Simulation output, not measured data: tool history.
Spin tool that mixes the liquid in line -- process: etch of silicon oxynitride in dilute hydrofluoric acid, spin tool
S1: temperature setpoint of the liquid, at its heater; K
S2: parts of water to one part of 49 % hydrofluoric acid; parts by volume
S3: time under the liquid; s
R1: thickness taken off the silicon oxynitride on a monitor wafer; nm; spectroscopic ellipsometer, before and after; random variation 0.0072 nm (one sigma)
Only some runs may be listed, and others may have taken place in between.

run,hour,S1,S2,S3,R1
1,0,295.15,265,35,0.28391
2,4.3,293.15,265,35,0.25274
3,5.6,294.65,260,35,0.28244
4,9.5,292.65,260,35,0.25238
5,10.4,294.15,255,35,0.28681
6,14.9,295.15,250,35,0.30417
7,22.8,296.15,245,35,0.32777
8,28.7,296.65,245,35,0.33285
9,31.1,297.15,245,35,0.3365

Predict the results of run 10:
10,39.3,297.65,240,35,?

R1: 0.34186 nm

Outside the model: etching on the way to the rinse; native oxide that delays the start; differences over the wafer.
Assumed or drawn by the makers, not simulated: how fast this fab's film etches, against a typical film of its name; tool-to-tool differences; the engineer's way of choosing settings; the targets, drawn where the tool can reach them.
